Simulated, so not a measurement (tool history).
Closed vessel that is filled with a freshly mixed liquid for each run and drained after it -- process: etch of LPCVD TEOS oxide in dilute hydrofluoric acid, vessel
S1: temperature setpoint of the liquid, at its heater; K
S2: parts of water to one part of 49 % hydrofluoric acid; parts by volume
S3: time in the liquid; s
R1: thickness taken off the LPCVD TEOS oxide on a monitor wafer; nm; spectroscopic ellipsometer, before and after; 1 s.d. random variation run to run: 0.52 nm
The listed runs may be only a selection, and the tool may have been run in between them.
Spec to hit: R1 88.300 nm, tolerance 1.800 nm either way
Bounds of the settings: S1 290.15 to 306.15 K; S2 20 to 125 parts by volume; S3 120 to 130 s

Run 1, hour 0.0: S1 298.15 K, S2 70 parts by volume, S3 120 s. Result: R1 55.370 nm.
Run 2, hour 6.5: S1 298.15 K, S2 80 parts by volume, S3 120 s. Result: R1 47.382 nm.
Run 3, hour 15.3: S1 298.15 K, S2 80 parts by volume, S3 130 s. Result: R1 51.860 nm.
Run 4, hour 17.3: S1 298.15 K, S2 80 parts by volume, S3 130 s. Result: R1 51.071 nm.
Run 5, hour 25.6: S1 294.65 K, S2 80 parts by volume, S3 130 s. Result: R1 44.790 nm.
Run 6, hour 30.3: S1 293.15 K, S2 80 parts by volume, S3 130 s. Result: R1 41.844 nm.
Run 7, hour 32.8: S1 294.65 K, S2 80 parts by volume, S3 130 s. Result: R1 44.498 nm.
Run 8, hour 37.4: S1 296.15 K, S2 80 parts by volume, S3 130 s. Result: R1 47.268 nm.
Run 9, hour 43.2: S1 297.15 K, S2 80 parts by volume, S3 130 s. Result: R1 49.367 nm.
Run 10, hour 43.7: S1 298.15 K, S2 80 parts by volume, S3 130 s. Result: R1 51.441 nm.
Run 11, hour 49.1: S1 302.15 K, S2 65 parts by volume, S3 130 s. Result: R1 75.310 nm.
Run 12, hour 50.5: S1 302.65 K, S2 65 parts by volume, S3 130 s. Result: R1 77.071 nm.

Which one of the following 4 next-run settings gets every result inside its allowed miss? There is exactly one.
Run A, hour 51.9: S1 299.65 K, S2 65 parts by volume, S3 120 s. Result: R1 ?.
Run B, hour 51.9: S1 302.65 K, S2 60 parts by volume, S3 130 s. Result: R1 ?.
Run C, hour 51.9: S1 302.15 K, S2 60 parts by volume, S3 130 s. Result: R1 ?.
Run D, hour 51.9: S1 303.65 K, S2 60 parts by volume, S3 130 s. Result: R1 ?.

move      R1
   A  62.897
   B  83.684
   C  82.064
   D  87.001
A: its largest miss is bigger than the last run's
B: nearer the targets than the last run, but a result is still out of spec
C: nearer the targets than the last run, but a result is still out of spec
D: each result inside its tolerance
The right move is D.
